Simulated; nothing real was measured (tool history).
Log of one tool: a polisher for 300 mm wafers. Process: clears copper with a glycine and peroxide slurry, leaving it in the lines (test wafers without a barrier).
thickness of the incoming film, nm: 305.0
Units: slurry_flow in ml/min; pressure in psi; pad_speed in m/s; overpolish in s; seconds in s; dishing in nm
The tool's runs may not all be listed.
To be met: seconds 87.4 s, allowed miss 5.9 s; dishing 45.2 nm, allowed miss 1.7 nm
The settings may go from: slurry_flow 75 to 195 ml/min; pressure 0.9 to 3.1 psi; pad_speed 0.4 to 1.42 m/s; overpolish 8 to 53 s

run 1 hour=0 | slurry_flow=125 pressure=2 pad_speed=0.9 overpolish=27 | seconds=76.169 dishing=63.342
run 2 hour=6.5 | slurry_flow=125 pressure=2 pad_speed=0.9 overpolish=16 | seconds=75.421 dishing=42.041
run 3 hour=12.7 | slurry_flow=105 pressure=2 pad_speed=0.9 overpolish=16 | seconds=80.954 dishing=40.24
run 4 hour=18 | slurry_flow=105 pressure=1.8 pad_speed=0.9 overpolish=16 | seconds=87.803 dishing=37.971
run 5 hour=24.5 | slurry_flow=105 pressure=2.1 pad_speed=0.9 overpolish=16 | seconds=78.118 dishing=41.935
run 6 hour=27.4 | slurry_flow=105 pressure=2.1 pad_speed=0.9 overpolish=25 | seconds=75.382 dishing=59.591
run 7 hour=34.2 | slurry_flow=110 pressure=2 pad_speed=0.9 overpolish=24 | seconds=78.246 dishing=56.685
run 8 hour=38.8 | slurry_flow=115 pressure=1.9 pad_speed=0.9 overpolish=23 | seconds=82.546 dishing=54.128
run 9 hour=45.8 | slurry_flow=115 pressure=1.9 pad_speed=0.88 overpolish=22 | seconds=84.379 dishing=51.372
run 10 hour=50.5 | slurry_flow=120 pressure=1.7 pad_speed=0.88 overpolish=18 | seconds=92.055 dishing=40.855
run 11 hour=51.3 | slurry_flow=125 pressure=1.7 pad_speed=0.88 overpolish=18 | seconds=88.059 dishing=41.284
run 12 hour=54 | slurry_flow=125 pressure=1.7 pad_speed=0.88 overpolish=19 | seconds=85.9 dishing=43.743

4 next moves are on the table. One of them brings every result within its allowed miss. Which?
run A hour=56.7 | slurry_flow=125 pressure=1.7 pad_speed=1 overpolish=17 | seconds=? dishing=?
run B hour=56.7 | slurry_flow=145 pressure=2 pad_speed=0.76 overpolish=21 | seconds=? dishing=?
run C hour=56.7 | slurry_flow=80 pressure=1.6 pad_speed=1.18 overpolish=17 | seconds=? dishing=?
run D hour=56.7 | slurry_flow=130 pressure=1.8 pad_speed=0.82 overpolish=20 | seconds=? dishing=?

move=A seconds=81.037 dishing=42.886
move=B seconds=85.265 dishing=49.585
move=C seconds=85.331 dishing=40.783
move=D seconds=89.038 dishing=45.766
A: further off than the last run
B: takes the result that was furthest off past its target
C: further off than the last run
D: meets every target
The right move is D.

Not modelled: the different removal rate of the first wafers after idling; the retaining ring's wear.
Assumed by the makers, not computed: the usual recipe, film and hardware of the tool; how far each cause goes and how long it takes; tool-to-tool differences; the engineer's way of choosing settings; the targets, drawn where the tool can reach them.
